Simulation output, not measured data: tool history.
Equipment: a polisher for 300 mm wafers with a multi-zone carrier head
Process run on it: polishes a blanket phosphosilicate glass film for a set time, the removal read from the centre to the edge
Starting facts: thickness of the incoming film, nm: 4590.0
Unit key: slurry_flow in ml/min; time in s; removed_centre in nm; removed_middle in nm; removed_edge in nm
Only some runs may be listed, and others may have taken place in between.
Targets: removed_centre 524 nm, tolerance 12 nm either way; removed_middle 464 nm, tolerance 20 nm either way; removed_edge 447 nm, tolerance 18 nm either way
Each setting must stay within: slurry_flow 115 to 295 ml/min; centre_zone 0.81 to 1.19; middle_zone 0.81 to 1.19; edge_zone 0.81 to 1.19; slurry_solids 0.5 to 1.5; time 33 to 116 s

run  hour  slurry_flow  centre_zone  middle_zone  edge_zone  slurry_solids  time  removed_centre  removed_middle  removed_edge
  1     0          190            1            1          1              1    74          550.76          635.69        602.83
  2   0.9          190         1.04         0.97       0.96            0.9    74          537.27          585.25        561.79
  3   1.5          190         1.08         0.95       0.92           0.85    74          546.02          567.25         531.9
  4   3.3          170         1.08         0.95       0.92           0.85    74          537.25          542.61        519.21
  5   9.4          170         1.08         0.95       0.92              1    74          582.19          600.05        558.11
  6  10.5          170         1.14         0.95       0.92              1    74          623.35          599.75        573.54
  7  17.4          160         1.14         0.93       0.89           0.95    74           602.9          550.83        552.53
  8  25.6          165         1.15         0.94       0.87           0.85    74          569.28           528.3        508.07
  9  27.2          160         1.15         0.94       0.86            0.8    74          545.92          510.09        479.31
 10  35.9          150         1.15         0.93       0.85            0.8    74          537.66          508.62        486.89
 11  43.4          190         1.18          0.9       0.85            0.6    73          466.11          420.45        406.99
 12  49.6          190         1.18          0.9       0.85           0.65    73          497.48          431.75        425.67
 13  51.2          195         1.18         0.91       0.86           0.65    73          497.64          447.61        419.49
 14    58          195         1.18         0.91       0.87           0.65    73          501.18          440.45        430.29
 15  59.7          195         1.18         0.92       0.88           0.65    73          504.33          448.39         431.9
 16  61.1          195         1.18         0.93       0.89           0.65    73          506.72          464.49        443.44
 17  63.7          200         1.18         0.93       0.89           0.65    73          502.21          450.25        432.19
 18  70.7          220         1.19         0.94       0.92            0.7    73          541.93          480.79        471.85
     78.9  -- centre zone pressure recalibrated
 19  78.9          215         1.19         0.93        0.9            0.7    73          594.29          495.77        465.63
 20  87.8          210         1.19         0.93        0.9            0.7    73          593.19           485.7        459.81
 21  88.8          200         1.19         0.93       0.89            0.7    73          594.35          477.89        458.51
 22    97          185         1.19         0.93       0.88            0.7    73          583.68          476.03        449.31
 23  97.8          195         1.19         0.93       0.88            0.7    73           586.3           485.9        461.59

Below are 4 possible settings for the next run. Only one of them brings all results inside the allowed miss of their targets. Which is it?
  A  98.6          165         1.19         0.82       0.93           0.85    63               ?               ?             ?
  B  98.6          130         1.19         0.83       0.92           0.85    65               ?               ?             ?
  C  98.6          230         1.19         0.82       0.93           0.65    72               ?               ?             ?
  D  98.6          225         1.07          0.9       0.87           0.85    63               ?               ?             ?

move  removed_centre  removed_middle  removed_edge
   A          551.06          402.48        440.09
   B          541.31          401.49        437.82
   C          560.22          406.93        439.45
   D          520.77          454.73        440.67
A: moves toward the targets from the last run without getting all of them in spec
B: moves toward the targets from the last run without getting all of them in spec
C: moves toward the targets from the last run without getting all of them in spec
D: every result within its allowed miss
Go with D: it meets all targets.
